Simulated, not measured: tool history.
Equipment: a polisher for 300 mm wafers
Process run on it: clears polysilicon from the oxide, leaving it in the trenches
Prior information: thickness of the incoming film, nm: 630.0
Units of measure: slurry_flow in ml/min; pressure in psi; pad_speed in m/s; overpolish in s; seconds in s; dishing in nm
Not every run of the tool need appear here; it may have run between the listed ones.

run 1 hour=0 | slurry_flow=250 pressure=2 pad_speed=1.28 overpolish=12 | seconds=50.659 dishing=48.751
run 2 hour=4.7 | slurry_flow=195 pressure=2 pad_speed=1.28 overpolish=12 | seconds=49.985 dishing=48.232
run 3 hour=8 | slurry_flow=185 pressure=2 pad_speed=1.28 overpolish=10 | seconds=51.621 dishing=46.781
run 4 hour=8.8 | slurry_flow=185 pressure=2 pad_speed=1.28 overpolish=14 | seconds=50.943 dishing=49.226
run 5 hour=17.3 | slurry_flow=150 pressure=2 pad_speed=1.28 overpolish=14 | seconds=53.251 dishing=48.491
run 6 hour=22.3 | slurry_flow=150 pressure=1.5 pad_speed=1.28 overpolish=14 | seconds=65.265 dishing=47.413
run 7 hour=26 | slurry_flow=150 pressure=1.7 pad_speed=1.22 overpolish=11 | seconds=62.649 dishing=44.554
run 8 hour=26.7 | slurry_flow=150 pressure=1.9 pad_speed=1.16 overpolish=9 | seconds=57.834 dishing=41.777

Run 9 comes next. What will it give?
run 9 hour=30.2 | slurry_flow=155 pressure=2.2 pad_speed=1.14 overpolish=5 | seconds=? dishing=?

seconds: 54.448 s
dishing: 33.871 nm
